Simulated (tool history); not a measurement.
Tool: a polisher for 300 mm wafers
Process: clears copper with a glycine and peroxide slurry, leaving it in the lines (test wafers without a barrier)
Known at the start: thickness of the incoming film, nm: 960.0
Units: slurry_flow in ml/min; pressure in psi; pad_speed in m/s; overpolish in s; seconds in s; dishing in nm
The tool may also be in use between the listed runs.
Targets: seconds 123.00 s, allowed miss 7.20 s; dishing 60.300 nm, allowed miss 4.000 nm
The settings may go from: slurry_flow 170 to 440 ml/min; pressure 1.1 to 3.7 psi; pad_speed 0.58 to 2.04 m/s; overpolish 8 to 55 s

Run 1, day 0.000: slurry_flow 280 ml/min, pressure 2.4 psi, pad_speed 1.30 m/s, overpolish 28 s. Result: seconds 168.20 s, dishing 75.707 nm.
Run 2, day 0.158: slurry_flow 280 ml/min, pressure 2.6 psi, pad_speed 1.32 m/s, overpolish 23 s. Result: seconds 156.50 s, dishing 72.069 nm.
Run 3, day 0.458: slurry_flow 280 ml/min, pressure 3.2 psi, pad_speed 1.32 m/s, overpolish 23 s. Result: seconds 129.61 s, dishing 82.284 nm.
Run 4, day 0.679: slurry_flow 280 ml/min, pressure 2.6 psi, pad_speed 1.32 m/s, overpolish 23 s. Result: seconds 156.29 s, dishing 69.623 nm.
Run 5, day 0.904: slurry_flow 280 ml/min, pressure 2.7 psi, pad_speed 1.36 m/s, overpolish 20 s. Result: seconds 142.38 s, dishing 65.489 nm.
Run 6, day 1.079: slurry_flow 280 ml/min, pressure 2.7 psi, pad_speed 1.38 m/s, overpolish 19 s. Result: seconds 140.71 s, dishing 64.675 nm.
Run 7, day 1.346: slurry_flow 280 ml/min, pressure 3.1 psi, pad_speed 1.42 m/s, overpolish 11 s. Result: seconds 122.95 s, dishing 47.242 nm.
Run 8, day 1.658: slurry_flow 280 ml/min, pressure 3.1 psi, pad_speed 1.40 m/s, overpolish 12 s. Result: seconds 125.24 s, dishing 50.680 nm.
Run 9, day 1.729: slurry_flow 280 ml/min, pressure 3.1 psi, pad_speed 1.40 m/s, overpolish 13 s. Result: seconds 123.71 s, dishing 53.412 nm.

Which of these 5 next moves meets every target?
Run A, day 1.800: slurry_flow 330 ml/min, pressure 3.2 psi, pad_speed 1.50 m/s, overpolish 11 s. Result: seconds ?, dishing ?.
Run B, day 1.800: slurry_flow 255 ml/min, pressure 3.1 psi, pad_speed 1.46 m/s, overpolish 15 s. Result: seconds ?, dishing ?.
Run C, day 1.800: slurry_flow 370 ml/min, pressure 3.0 psi, pad_speed 1.24 m/s, overpolish 20 s. Result: seconds ?, dishing ?.
Run D, day 1.800: slurry_flow 260 ml/min, pressure 3.1 psi, pad_speed 1.48 m/s, overpolish 11 s. Result: seconds ?, dishing ?.
Run E, day 1.800: slurry_flow 345 ml/min, pressure 2.7 psi, pad_speed 1.60 m/s, overpolish 12 s. Result: seconds ?, dishing ?.

move  seconds  dishing
   A   114.89   51.094
   B   124.25   61.107
   C   142.33   68.562
   D   122.49   48.490
   E   125.64   50.588
A: further off than the last run
B: meets every target
C: takes the result that was furthest off past its target
D: further off than the last run
E: further off than the last run
Answer: B
